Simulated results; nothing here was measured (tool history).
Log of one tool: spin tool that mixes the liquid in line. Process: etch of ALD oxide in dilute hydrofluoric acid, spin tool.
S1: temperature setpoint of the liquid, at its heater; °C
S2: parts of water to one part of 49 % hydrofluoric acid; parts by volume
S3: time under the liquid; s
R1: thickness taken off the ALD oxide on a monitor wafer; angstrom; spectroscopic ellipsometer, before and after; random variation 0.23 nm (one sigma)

run,hour,S1,S2,S3,R1
1,0,23,110,55,130.77
2,1.2,23,135,55,104.14
3,1.8,23,110,55,131.51
4,8,24,100,55,152.89
5,11.2,24,100,55,152.52
6,13.6,24,100,55,152.35
7,21,25,95,55,166.48
8,21.6,25,95,55,168.18
9,25.6,29,50,55,394.8

Run 10 comes next. What will it give?
10,33.5,28.5,50,55,?

{"run 10": {"R1": 390.43}}
